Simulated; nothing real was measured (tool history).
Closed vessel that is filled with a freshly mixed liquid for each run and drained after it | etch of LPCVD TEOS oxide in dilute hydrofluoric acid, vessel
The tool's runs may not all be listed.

run  hour  temperature setpoint of the liquid (°C)  parts of water to one part of 49 % hydrofluoric acid (parts by volume)  time in the liquid (s)  thickness taken off the LPCVD TEOS oxide on a monitor wafer (nm)
  1   0.0                                     21.0                                                                     155                    1140                                                            104.72
  2   4.2                                     21.0                                                                     155                    1140                                                            106.23
  3   9.2                                     22.0                                                                     155                    1140                                                            109.36
  4  18.1                                     22.0                                                                     120                    1140                                                            145.83
  5  22.8                                     22.0                                                                      95                    1140                                                            190.37
  6  31.2                                     22.0                                                                      95                    1140                                                            188.88
  7  35.0                                     21.0                                                                     100                    1140                                                            172.14
  8  39.7                                     20.5                                                                     100                    1140                                                            168.71
  9  40.4                                     20.0                                                                     100                    1140                                                            167.10
 10  46.3                                     19.5                                                                     100                    1140                                                            160.85
 11  48.3                                     19.0                                                                     100                    1140                                                            160.30
 12  55.6                                     19.0                                                                     100                    1140                                                            159.51

The next listed run, before its measurement:
 13  57.8                                     18.5                                                                     100                    1140                                                                 ?

{"run 13": {"thickness taken off the LPCVD TEOS oxide on a monitor wafer (nm)": 156.53}}

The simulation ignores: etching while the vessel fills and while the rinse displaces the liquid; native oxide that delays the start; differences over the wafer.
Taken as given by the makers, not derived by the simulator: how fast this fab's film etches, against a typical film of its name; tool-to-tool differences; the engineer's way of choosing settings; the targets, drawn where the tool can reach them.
